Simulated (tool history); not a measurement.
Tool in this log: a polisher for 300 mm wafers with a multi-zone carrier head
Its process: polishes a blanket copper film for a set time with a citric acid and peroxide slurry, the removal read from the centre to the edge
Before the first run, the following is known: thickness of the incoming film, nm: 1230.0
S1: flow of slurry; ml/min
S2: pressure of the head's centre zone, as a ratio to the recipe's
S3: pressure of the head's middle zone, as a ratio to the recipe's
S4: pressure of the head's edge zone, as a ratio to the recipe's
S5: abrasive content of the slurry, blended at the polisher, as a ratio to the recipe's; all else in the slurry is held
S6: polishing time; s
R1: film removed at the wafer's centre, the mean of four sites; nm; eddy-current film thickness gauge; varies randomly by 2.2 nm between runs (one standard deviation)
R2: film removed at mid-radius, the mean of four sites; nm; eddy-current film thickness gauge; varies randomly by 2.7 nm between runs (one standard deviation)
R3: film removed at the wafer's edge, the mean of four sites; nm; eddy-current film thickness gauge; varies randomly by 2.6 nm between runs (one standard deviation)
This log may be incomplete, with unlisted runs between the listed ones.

| run | hour | S1 | S2 | S3 | S4 | S5 | S6 | R1 | R2 | R3 |
|---|---|---|---|---|---|---|---|---|---|---|
| 1 | 0 | 315 | 1 | 1 | 1 | 1 | 88 | 193.15 | 193.47 | 193.69 |
| 2 | 8.4 | 370 | 1 | 1 | 1 | 1 | 88 | 197.36 | 197.35 | 193.14 |
| 3 | 12.2 | 370 | 1.07 | 1 | 1 | 1 | 88 | 208.13 | 200.02 | 193.55 |
| 4 | 12.8 | 360 | 1.09 | 1 | 1.03 | 1.1 | 89 | 220.81 | 203.58 | 204.33 |
| 5 | 21.8 | 355 | 1.1 | 1.02 | 1.06 | 1.15 | 89 | 224.75 | 211.26 | 211.25 |
| 6 | 25.4 | 355 | 1.1 | 1.02 | 1.06 | 1 | 89 | 213.05 | 201.75 | 204.63 |
| 7 | 30.1 | 355 | 1.12 | 1.03 | 1.08 | 1.05 | 89 | 225.4 | 206.6 | 201.73 |
| 8 | 34.3 | 355 | 1.11 | 1.02 | 1.09 | 1.15 | 90 | 225.41 | 211.44 | 214.1 |

Run 9 comes next. What will it give?
| 9 | 34.9 | 355 | 1.11 | 1.02 | 1.09 | 1.15 | 90 | ? | ? | ? |

R1: 228.86 nm
R2: 209.36 nm
R3: 211.68 nm

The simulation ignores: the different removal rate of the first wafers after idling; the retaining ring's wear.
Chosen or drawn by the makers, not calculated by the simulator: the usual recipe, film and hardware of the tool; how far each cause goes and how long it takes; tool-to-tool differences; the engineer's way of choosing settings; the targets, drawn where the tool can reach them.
